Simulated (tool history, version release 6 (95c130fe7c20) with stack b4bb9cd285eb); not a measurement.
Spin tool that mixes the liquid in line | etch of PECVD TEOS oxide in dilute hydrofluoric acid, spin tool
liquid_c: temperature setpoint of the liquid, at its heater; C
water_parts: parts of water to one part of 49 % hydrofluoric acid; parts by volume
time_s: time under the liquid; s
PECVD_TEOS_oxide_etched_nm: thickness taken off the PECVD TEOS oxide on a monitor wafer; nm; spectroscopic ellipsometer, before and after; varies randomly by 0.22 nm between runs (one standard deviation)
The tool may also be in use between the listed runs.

{"run": 1, "hour": 0.0, "liquid_c": 21.0, "water_parts": 115, "time_s": 305, "PECVD_TEOS_oxide_etched_nm": 33.947}
{"run": 2, "hour": 4.2, "liquid_c": 20.5, "water_parts": 120, "time_s": 305, "PECVD_TEOS_oxide_etched_nm": 31.615}
{"run": 3, "hour": 9.8, "liquid_c": 17.5, "water_parts": 120, "time_s": 305, "PECVD_TEOS_oxide_etched_nm": 28.35}
{"run": 4, "hour": 10.6, "liquid_c": 17.5, "water_parts": 120, "time_s": 305, "PECVD_TEOS_oxide_etched_nm": 28.405}
{"run": 5, "hour": 13.9, "liquid_c": 17.5, "water_parts": 120, "time_s": 325, "PECVD_TEOS_oxide_etched_nm": 30.148}
{"run": 6, "hour": 21.9, "liquid_c": 19.5, "water_parts": 120, "time_s": 325, "PECVD_TEOS_oxide_etched_nm": 32.944}
{"run": 7, "hour": 28.0, "liquid_c": 19.0, "water_parts": 125, "time_s": 325, "PECVD_TEOS_oxide_etched_nm": 30.137}

Run 8 is up next; what results do you expect?
{"run": 8, "hour": 31.1, "liquid_c": 18.5, "water_parts": 130, "time_s": 325, "PECVD_TEOS_oxide_etched_nm": "?"}

PECVD_TEOS_oxide_etched_nm: 28.565 nm
